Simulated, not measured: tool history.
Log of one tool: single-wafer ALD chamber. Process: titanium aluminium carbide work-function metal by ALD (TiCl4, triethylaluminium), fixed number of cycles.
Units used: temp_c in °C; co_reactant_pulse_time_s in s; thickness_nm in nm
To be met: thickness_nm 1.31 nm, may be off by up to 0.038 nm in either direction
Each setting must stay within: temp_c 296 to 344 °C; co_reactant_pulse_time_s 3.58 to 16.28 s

run,hour,temp_c,co_reactant_pulse_time_s,thickness_nm
1,0,320,9.93,2.1547
2,2.1,315,8.55,2.0546
3,8.6,311,7.47,1.8927
4,15,311,9.38,2.0699
5,16.7,308,8.12,1.9593
# hour 23.5: thermocouple changed; heater temperature recalibrated
6,23.5,298,8.12,1.8536
7,32.4,298,7.14,1.7618
8,39.1,296,3.96,0.64868
9,47.8,296,4.55,0.99331
10,48.3,296,4.86,1.1458
11,56.3,296,4.86,1.1409
12,59.1,296,5.02,1.2124
13,66.8,296,5.11,1.2643
14,69.2,296,5.15,1.2602

Pick the move, out of 4, that brings all results within their allowed miss; only one does.
A,71.6,298,4.91,?
B,71.6,297,5.02,?
C,71.6,298,5.23,?
D,71.6,300,4.93,?

move,thickness_nm
A,1.1673
B,1.2078
C,1.2929
D,1.1853
A: moves away from the targets compared with the last run
B: moves away from the targets compared with the last run
C: all results in spec
D: moves away from the targets compared with the last run
Answer: C
